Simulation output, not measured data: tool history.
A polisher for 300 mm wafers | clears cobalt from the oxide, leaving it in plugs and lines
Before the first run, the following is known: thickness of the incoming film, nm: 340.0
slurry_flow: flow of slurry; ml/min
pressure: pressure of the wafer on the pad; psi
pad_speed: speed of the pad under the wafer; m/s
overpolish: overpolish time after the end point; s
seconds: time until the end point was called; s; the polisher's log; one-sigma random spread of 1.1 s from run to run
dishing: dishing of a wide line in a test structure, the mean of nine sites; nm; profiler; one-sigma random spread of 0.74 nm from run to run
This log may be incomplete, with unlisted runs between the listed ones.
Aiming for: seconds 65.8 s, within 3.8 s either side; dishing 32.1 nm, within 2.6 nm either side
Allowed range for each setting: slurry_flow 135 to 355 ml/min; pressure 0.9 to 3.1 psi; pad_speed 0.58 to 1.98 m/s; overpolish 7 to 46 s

run	hour	slurry_flow	pressure	pad_speed	overpolish	seconds	dishing
1	0	225	2	1.28	24	55.955	65.719
2	7.9	225	2.4	1.28	24	45.037	68.638
3	10.7	225	2.4	1.06	24	55.096	68.91
4	18.5	225	2.8	1.06	24	48.14	68.05
# hour 23.5: slurry nozzle cleaned
5	23.5	225	2.3	1.06	24	56.884	66.147
6	25.3	195	1.8	1.26	18	61.109	60.016
7	34.3	175	1.5	1.38	14	67.923	49.531
8	40.8	135	0.9	1.74	7	91.289	24.563
9	45.3	165	1	1.78	8	79.051	30.701
10	54.1	165	1.1	1.82	8	71.886	32.445

Consider the 5 candidate settings below. Which is the only one whose results all fall within their allowed miss of target?
A	62.9	215	1.2	1.48	11	?	?
B	62.9	140	1.3	1.92	8	?	?
C	62.9	135	1.5	1.52	7	?	?
D	62.9	215	1.3	1.66	9	?	?
E	62.9	145	1.3	1.88	9	?	?

move	seconds	dishing
A	76.035	38.891
B	58.139	37.525
C	63.302	32.081
D	63.357	38.375
E	59.03	40.222
A: lands further from the targets than the last run did
B: pushes the last run's worst result past its target
C: hits every target within its allowed miss
D: gets the furthest-off result to its target, but another result is out of tolerance
E: pushes the last run's worst result past its target
C is the move that brings every result within its allowed miss.
